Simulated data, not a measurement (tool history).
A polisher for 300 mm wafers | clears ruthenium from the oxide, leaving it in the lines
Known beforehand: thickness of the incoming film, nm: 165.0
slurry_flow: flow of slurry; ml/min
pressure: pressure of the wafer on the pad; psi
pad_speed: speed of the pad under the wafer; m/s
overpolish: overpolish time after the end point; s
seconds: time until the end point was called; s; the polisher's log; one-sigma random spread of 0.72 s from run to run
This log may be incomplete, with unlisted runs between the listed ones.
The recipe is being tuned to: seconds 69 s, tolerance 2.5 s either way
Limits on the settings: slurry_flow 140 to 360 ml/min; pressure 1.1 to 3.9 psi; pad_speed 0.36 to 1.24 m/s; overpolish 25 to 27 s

| run | day | slurry_flow | pressure | pad_speed | overpolish | seconds |
|---|---|---|---|---|---|---|
| 1 | 0 | 230 | 2.5 | 0.8 | 25 | 133.21 |
| 2 | 0.15 | 195 | 2.5 | 0.8 | 25 | 135.15 |
| 3 | 0.238 | 195 | 2.9 | 0.82 | 25 | 113.49 |
| 4 | 0.354 | 195 | 2.9 | 0.82 | 25 | 114.23 |
| 5 | 0.704 | 195 | 3.2 | 0.84 | 25 | 103.73 |
| 6 | 0.792 | 195 | 2.7 | 0.84 | 25 | 119.43 |
|  | 0.883 | worn pad replaced by a new one |
| 7 | 0.883 | 195 | 3 | 0.88 | 25 | 91.818 |
| 8 | 1.225 | 200 | 3.2 | 0.88 | 25 | 87.703 |
| 9 | 1.5 | 220 | 3.3 | 0.88 | 25 | 85.055 |
| 10 | 1.633 | 220 | 3.3 | 0.88 | 25 | 84.412 |
| 11 | 1.692 | 235 | 3.4 | 0.88 | 25 | 81.549 |
| 12 | 2.033 | 235 | 3.4 | 0.88 | 25 | 80.689 |
| 13 | 2.221 | 245 | 3.5 | 0.88 | 25 | 79.92 |
| 14 | 2.404 | 245 | 3.6 | 0.88 | 25 | 74.502 |

Which of these 4 next moves meets every target?
| A | 2.588 | 250 | 3.9 | 0.76 | 27 | ? |
| B | 2.588 | 255 | 3.2 | 0.88 | 25 | ? |
| C | 2.588 | 215 | 3.5 | 0.84 | 26 | ? |
| D | 2.588 | 295 | 3.9 | 0.88 | 27 | ? |

| move | seconds |
|---|---|
| A | 80.839 |
| B | 86.501 |
| C | 83.919 |
| D | 70.337 |
A: its largest miss is bigger than the last run's
B: its largest miss is bigger than the last run's
C: its largest miss is bigger than the last run's
D: all results in spec
D is the move that brings every result within its allowed miss.
